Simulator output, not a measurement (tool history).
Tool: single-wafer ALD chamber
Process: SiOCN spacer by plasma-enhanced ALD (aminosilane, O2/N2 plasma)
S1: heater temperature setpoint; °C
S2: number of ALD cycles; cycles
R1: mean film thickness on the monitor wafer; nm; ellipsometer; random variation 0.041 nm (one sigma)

run 1 hour=0.0 | S1=385 S2=96 | R1=6.0733
run 2 hour=3.2 | S1=385 S2=98 | R1=6.1922
run 3 hour=8.6 | S1=375 S2=98 | R1=6.1983
run 4 hour=14.5 | S1=375 S2=100 | R1=6.4071
run 5 hour=17.5 | S1=375 S2=101 | R1=6.4422
run 6 hour=22.7 | S1=375 S2=102 | R1=6.4395
run 7 hour=23.5 | S1=375 S2=104 | R1=6.5954
run 8 hour=27.5 | S1=375 S2=105 | R1=6.7030

Run 9 comes next. What will it give?
run 9 hour=32.2 | S1=375 S2=106 | R1=?

Run 9 gave R1 6.7339 nm.

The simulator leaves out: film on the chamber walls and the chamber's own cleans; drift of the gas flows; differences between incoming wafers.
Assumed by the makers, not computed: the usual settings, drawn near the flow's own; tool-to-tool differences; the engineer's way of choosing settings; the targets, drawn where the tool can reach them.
